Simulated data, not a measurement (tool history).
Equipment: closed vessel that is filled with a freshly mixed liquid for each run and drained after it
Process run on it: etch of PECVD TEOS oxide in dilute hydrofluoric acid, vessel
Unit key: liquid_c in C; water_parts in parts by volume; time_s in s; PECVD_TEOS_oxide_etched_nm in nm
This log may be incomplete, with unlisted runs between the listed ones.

run 1 hour=0.0 | liquid_c=22.0 water_parts=225 time_s=525 | PECVD_TEOS_oxide_etched_nm=18.773
run 2 hour=1.3 | liquid_c=22.0 water_parts=225 time_s=380 | PECVD_TEOS_oxide_etched_nm=13.578
run 3 hour=3.9 | liquid_c=22.0 water_parts=285 time_s=380 | PECVD_TEOS_oxide_etched_nm=10.322
run 4 hour=7.9 | liquid_c=22.0 water_parts=285 time_s=525 | PECVD_TEOS_oxide_etched_nm=14.192
run 5 hour=15.5 | liquid_c=21.5 water_parts=285 time_s=525 | PECVD_TEOS_oxide_etched_nm=13.717
run 6 hour=16.3 | liquid_c=25.0 water_parts=285 time_s=525 | PECVD_TEOS_oxide_etched_nm=15.771

The next listed run, before its measurement:
run 7 hour=22.7 | liquid_c=24.5 water_parts=285 time_s=525 | PECVD_TEOS_oxide_etched_nm=?

PECVD_TEOS_oxide_etched_nm: 15.407 nm
